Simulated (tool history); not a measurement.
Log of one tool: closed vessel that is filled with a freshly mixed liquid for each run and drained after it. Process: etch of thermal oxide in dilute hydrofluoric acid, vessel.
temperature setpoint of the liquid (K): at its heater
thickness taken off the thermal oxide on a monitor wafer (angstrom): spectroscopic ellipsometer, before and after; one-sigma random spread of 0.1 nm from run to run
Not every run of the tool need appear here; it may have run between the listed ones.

run  hour  temperature setpoint of the liquid (K)  parts of water to one part of 49 % hydrofluoric acid (parts by volume)  time in the liquid (s)  thickness taken off the thermal oxide on a monitor wafer (angstrom)
  1   0.0                                  295.15                                                                     240                    2960                                                               474.86
  2   2.2                                  293.65                                                                     255                    2960                                                               415.31
  3   5.8                                  292.65                                                                     265                    2960                                                               383.71
  4  11.1                                  291.65                                                                     275                    2960                                                               353.97
  5  13.4                                  291.65                                                                     275                    2960                                                               351.69
  6  19.2                                  291.65                                                                     245                    2960                                                               406.14
  7  23.4                                  291.15                                                                     260                    2960                                                               372.68

Run 8 has not been measured yet. What should we expect?
  8  30.0                                  290.65                                                                     270                    2960                                                                    ?

thickness taken off the thermal oxide on a monitor wafer (angstrom): 350.14
